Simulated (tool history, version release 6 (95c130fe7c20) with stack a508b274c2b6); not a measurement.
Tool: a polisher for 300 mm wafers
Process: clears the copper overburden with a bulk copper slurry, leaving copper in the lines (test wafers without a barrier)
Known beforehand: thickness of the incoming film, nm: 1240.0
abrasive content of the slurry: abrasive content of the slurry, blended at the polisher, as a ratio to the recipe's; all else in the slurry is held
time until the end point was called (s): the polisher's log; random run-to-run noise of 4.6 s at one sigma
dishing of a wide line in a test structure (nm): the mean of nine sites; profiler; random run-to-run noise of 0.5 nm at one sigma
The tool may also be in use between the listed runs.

| run | day | flow of slurry (ml/min) | pressure of the wafer on the pad (kPa) | speed of the pad under the wafer (cm/s) | abrasive content of the slurry | overpolish time after the end point (s) | time until the end point was called (s) | dishing of a wide line in a test structure (nm) |
|---|---|---|---|---|---|---|---|---|
| 1 | 0 | 210 | 18.6 | 120 | 1 | 13 | 141.37 | 61.067 |
| 2 | 0.225 | 210 | 18.6 | 120 | 1 | 9 | 144.58 | 45.333 |
| 3 | 0.25 | 210 | 15.9 | 112 | 1 | 8 | 170.52 | 34.284 |
| 4 | 0.425 | 210 | 15.9 | 112 | 0.8 | 8 | 181.34 | 33.036 |
| 5 | 0.717 | 210 | 15.9 | 112 | 0.8 | 4 | 181.66 | 17.682 |
| 6 | 0.746 | 210 | 14.5 | 102 | 0.85 | 5 | 206.96 | 18.948 |
| 7 | 0.788 | 210 | 13.1 | 96 | 0.85 | 6 | 237.66 | 20.36 |
|  | 1.1 | slurry blender recalibrated |
| 8 | 1.1 | 210 | 11.7 | 94 | 0.85 | 6 | 244.82 | 18.006 |
| 9 | 1.175 | 210 | 11 | 88 | 0.85 | 7 | 277.2 | 19.798 |

Run 10 comes next. What will it give?
| 10 | 1.425 | 210 | 10.3 | 86 | 0.85 | 7 | ? | ? |

Run 10 measured time until the end point was called (s) 303.16, dishing of a wide line in a test structure (nm) 19.165.
